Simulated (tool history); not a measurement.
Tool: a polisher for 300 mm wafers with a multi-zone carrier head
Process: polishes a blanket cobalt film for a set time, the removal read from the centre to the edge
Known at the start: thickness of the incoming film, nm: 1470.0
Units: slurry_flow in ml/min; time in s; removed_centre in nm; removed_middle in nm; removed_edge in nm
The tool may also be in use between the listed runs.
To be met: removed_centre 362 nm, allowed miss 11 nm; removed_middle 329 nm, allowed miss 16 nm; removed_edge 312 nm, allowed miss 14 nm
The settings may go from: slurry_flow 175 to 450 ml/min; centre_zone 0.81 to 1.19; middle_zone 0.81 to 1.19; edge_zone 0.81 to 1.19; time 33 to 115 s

run,hour,slurry_flow,centre_zone,middle_zone,edge_zone,time,removed_centre,removed_middle,removed_edge
1,0,290,1,1,1,73,531,529.25,534.78
2,2.6,290,1,0.94,1,73,535.64,507.68,544.05
3,6.4,290,0.97,0.94,1,73,518.07,501.31,546.83
4,14.4,290,0.99,0.95,0.97,65,464.65,449.69,473.76
5,16.1,290,0.99,0.95,0.97,47,336.76,331.28,348.03
6,23.2,295,1.02,0.96,0.95,46,341.28,318.31,334.68
7,31.2,295,1.02,0.96,0.95,46,348.32,330.49,343.82
8,32.7,300,1.04,0.97,0.93,45,340.4,323.82,320.3
9,41.2,310,1.12,0.99,0.93,46,384.31,335.85,324.55
10,46.5,310,1.12,0.99,0.93,46,378.73,342.12,332.38
11,49.9,305,1.12,0.99,0.92,46,373.96,339.37,328.35
12,52.8,305,1.12,0.99,0.91,46,373.64,341.37,333.88

Which of these 4 next moves meets every target?
A,55.7,400,0.99,0.9,0.93,48,?,?,?
B,55.7,175,1.05,1.03,1.02,51,?,?,?
C,55.7,340,1.19,1.11,1.09,41,?,?,?
D,55.7,190,1.05,0.92,0.87,52,?,?,?

move,removed_centre,removed_middle,removed_edge
A,361.49,324.83,352.06
B,372.17,355.79,363.41
C,367.18,326.75,316.02
D,383.74,333.51,352.38
A: further off than the last run
B: further off than the last run
C: meets every target
D: further off than the last run
Move C is the one to make.
